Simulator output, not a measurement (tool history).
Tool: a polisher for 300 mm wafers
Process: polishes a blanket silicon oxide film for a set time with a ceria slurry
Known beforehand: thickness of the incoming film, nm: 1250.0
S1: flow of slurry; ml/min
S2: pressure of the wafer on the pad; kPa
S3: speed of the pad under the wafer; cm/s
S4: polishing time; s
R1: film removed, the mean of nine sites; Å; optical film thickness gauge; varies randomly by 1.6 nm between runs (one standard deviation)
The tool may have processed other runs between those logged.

| run | hour | S1 | S2 | S3 | S4 | R1 |
|---|---|---|---|---|---|---|
| 1 | 0 | 245 | 13.8 | 100 | 95 | 2362.2 |
| 2 | 1.2 | 190 | 13.8 | 100 | 95 | 2219.4 |
| 3 | 3.8 | 190 | 13.8 | 124 | 95 | 2735.7 |
| 4 | 7.2 | 145 | 13.8 | 124 | 95 | 2539.7 |
| 5 | 14.5 | 145 | 13.8 | 114 | 95 | 2328.8 |
| 6 | 18.3 | 145 | 11 | 114 | 95 | 1871.8 |
| 7 | 22.6 | 160 | 11 | 114 | 95 | 1973.1 |
| 8 | 27 | 170 | 11 | 114 | 95 | 1969.5 |

Expected results for the next run?
| 9 | 32.1 | 180 | 11 | 114 | 95 | ? |

{"run 9": {"R1": 1975.4}}
